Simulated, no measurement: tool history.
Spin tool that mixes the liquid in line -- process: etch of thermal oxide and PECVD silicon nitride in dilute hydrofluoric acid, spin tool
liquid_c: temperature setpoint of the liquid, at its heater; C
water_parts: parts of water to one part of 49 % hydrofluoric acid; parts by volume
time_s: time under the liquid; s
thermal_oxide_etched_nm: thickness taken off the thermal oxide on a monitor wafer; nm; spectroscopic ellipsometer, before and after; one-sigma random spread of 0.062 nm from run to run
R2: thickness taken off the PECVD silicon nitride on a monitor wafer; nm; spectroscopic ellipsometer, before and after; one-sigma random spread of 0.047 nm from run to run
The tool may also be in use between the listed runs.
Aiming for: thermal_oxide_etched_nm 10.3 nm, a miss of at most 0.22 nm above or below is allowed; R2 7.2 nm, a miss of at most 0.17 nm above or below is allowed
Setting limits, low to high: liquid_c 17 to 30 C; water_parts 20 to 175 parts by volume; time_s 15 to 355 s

{"run": 1, "hour": 0.0, "liquid_c": 22, "water_parts": 95, "time_s": 180, "thermal_oxide_etched_nm": 8.2679, "R2": 5.0558}
{"run": 2, "hour": 1.0, "liquid_c": 23, "water_parts": 95, "time_s": 180, "thermal_oxide_etched_nm": 8.53, "R2": 5.3886}
{"run": 3, "hour": 5.8, "liquid_c": 24, "water_parts": 95, "time_s": 180, "thermal_oxide_etched_nm": 8.8934, "R2": 5.8022}
{"run": 4, "hour": 10.2, "liquid_c": 24, "water_parts": 110, "time_s": 180, "thermal_oxide_etched_nm": 7.5588, "R2": 4.9497}
{"run": 5, "hour": 14.5, "liquid_c": 24.5, "water_parts": 105, "time_s": 180, "thermal_oxide_etched_nm": 8.1799, "R2": 5.4174}
{"run": 6, "hour": 19.6, "liquid_c": 25, "water_parts": 100, "time_s": 180, "thermal_oxide_etched_nm": 8.8228, "R2": 5.7985}
{"run": 7, "hour": 23.7, "liquid_c": 25.5, "water_parts": 100, "time_s": 180, "thermal_oxide_etched_nm": 8.9513, "R2": 6.0689}
{"run": 8, "hour": 29.7, "liquid_c": 26, "water_parts": 100, "time_s": 180, "thermal_oxide_etched_nm": 9.0819, "R2": 6.2338}
{"run": 9, "hour": 35.4, "liquid_c": 26.5, "water_parts": 95, "time_s": 180, "thermal_oxide_etched_nm": 9.7975, "R2": 6.7531}
{"run": 10, "hour": 41.0, "liquid_c": 27, "water_parts": 95, "time_s": 180, "thermal_oxide_etched_nm": 9.9937, "R2": 6.9275}

Exercise: of the 4 proposed moves below, exactly one satisfies all targets within the stated allowed misses. Which move is it?
{"run": "A", "hour": 46.6, "liquid_c": 28, "water_parts": 70, "time_s": 120, "thermal_oxide_etched_nm": "?", "R2": "?"}
{"run": "B", "hour": 46.6, "liquid_c": 28.5, "water_parts": 80, "time_s": 150, "thermal_oxide_etched_nm": "?", "R2": "?"}
{"run": "C", "hour": 46.6, "liquid_c": 27.5, "water_parts": 95, "time_s": 180, "thermal_oxide_etched_nm": "?", "R2": "?"}
{"run": "D", "hour": 46.6, "liquid_c": 25.5, "water_parts": 100, "time_s": 215, "thermal_oxide_etched_nm": "?", "R2": "?"}

move=A thermal_oxide_etched_nm=9.7361 R2=6.7105
move=B thermal_oxide_etched_nm=10.697 R2=7.5838
move=C thermal_oxide_etched_nm=10.179 R2=7.1915
move=D thermal_oxide_etched_nm=10.618 R2=7.1747
A: lands further from the targets than the last run did
B: moves the result that the last run missed by most past its target, out the other side
C: each result inside its tolerance
D: puts the biggest miss on target and leaves a different result outside tolerance
Move C is the one to make.
